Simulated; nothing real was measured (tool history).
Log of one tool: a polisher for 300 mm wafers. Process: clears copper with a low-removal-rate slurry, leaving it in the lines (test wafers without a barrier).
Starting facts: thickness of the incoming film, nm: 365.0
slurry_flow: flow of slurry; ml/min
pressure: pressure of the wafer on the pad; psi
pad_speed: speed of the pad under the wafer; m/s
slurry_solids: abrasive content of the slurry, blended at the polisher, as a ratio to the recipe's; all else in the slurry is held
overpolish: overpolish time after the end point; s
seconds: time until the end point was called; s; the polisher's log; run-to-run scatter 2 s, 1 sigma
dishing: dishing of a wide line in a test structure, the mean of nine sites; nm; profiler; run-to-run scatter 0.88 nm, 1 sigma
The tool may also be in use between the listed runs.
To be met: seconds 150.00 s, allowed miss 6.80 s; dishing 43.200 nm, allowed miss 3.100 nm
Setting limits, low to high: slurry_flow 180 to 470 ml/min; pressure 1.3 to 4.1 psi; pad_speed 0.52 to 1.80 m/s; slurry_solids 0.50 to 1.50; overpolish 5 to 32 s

run,hour,slurry_flow,pressure,pad_speed,slurry_solids,overpolish,seconds,dishing
1,0.0,300,2.7,1.16,1.00,16,102.12,39.999
2,1.1,300,2.4,1.14,1.00,19,115.97,39.984
3,5.6,300,2.4,1.14,1.00,16,116.61,36.142
4,12.7,300,2.2,1.14,1.00,19,123.84,38.866
5,17.0,300,2.2,1.14,0.90,19,127.88,36.918
6,24.4,300,2.2,1.14,0.75,19,131.33,37.047
7,33.1,300,2.2,1.14,0.75,19,131.65,37.841
8,33.9,300,1.8,1.12,0.75,24,161.33,36.902

Consider the 5 candidate settings below. Which is the only one whose results all fall within their allowed miss of target?
A,34.7,325,1.7,0.98,0.95,30,?,?
B,34.7,315,1.6,1.36,0.75,20,?,?
C,34.7,220,1.6,1.46,0.55,19,?,?
D,34.7,430,1.9,1.12,0.65,26,?,?
E,34.7,300,2.0,1.00,0.65,26,?,?

move,seconds,dishing
A,176.95,41.244
B,154.34,32.851
C,160.92,30.332
D,153.65,41.495
E,163.69,39.510
A: gets the furthest-off result to its target, but another result is out of tolerance
B: lands further from the targets than the last run did
C: lands further from the targets than the last run did
D: each result inside its tolerance
E: about as far from the targets as the last run
D meets every target.
